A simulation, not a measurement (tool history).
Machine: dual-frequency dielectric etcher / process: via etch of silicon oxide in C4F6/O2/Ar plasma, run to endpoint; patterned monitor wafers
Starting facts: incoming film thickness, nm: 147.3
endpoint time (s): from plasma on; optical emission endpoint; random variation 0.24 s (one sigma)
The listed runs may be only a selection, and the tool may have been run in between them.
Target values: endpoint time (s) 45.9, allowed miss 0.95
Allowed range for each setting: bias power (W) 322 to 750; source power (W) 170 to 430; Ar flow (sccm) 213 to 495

run    day  bias power (W)  source power (W)  Ar flow (sccm)  endpoint time (s)
  1      0             536               300             354             35.448
  2  0.092             486               280             361             38.227
  3  0.283             448               270             364              40.96
  4  0.575             423               270             364             42.042
  5  0.708             345               270             364             47.005
  6  0.767             322               270             364              49.11
  7  0.854             334               270             364             47.676
  8  1.038             341               270             364             46.972

Which single option among these 5 for the next run brings every result within its allowed miss of target? Just one does.
  A  1.221             336               250             332                  ?
  B  1.221             387               250             386                  ?
  C  1.221             382               290             384                  ?
  D  1.221             385               270             345                  ?
  E  1.221             387               210             330                  ?

move  endpoint time (s)
   A              48.63
   B             45.511
   C             43.176
   D             43.802
   E             48.133
A: lands further from the targets than the last run did
B: in spec on every target
C: carries the result that was furthest off beyond its target, to the other side
D: carries the result that was furthest off beyond its target, to the other side
E: lands further from the targets than the last run did
B meets every target.

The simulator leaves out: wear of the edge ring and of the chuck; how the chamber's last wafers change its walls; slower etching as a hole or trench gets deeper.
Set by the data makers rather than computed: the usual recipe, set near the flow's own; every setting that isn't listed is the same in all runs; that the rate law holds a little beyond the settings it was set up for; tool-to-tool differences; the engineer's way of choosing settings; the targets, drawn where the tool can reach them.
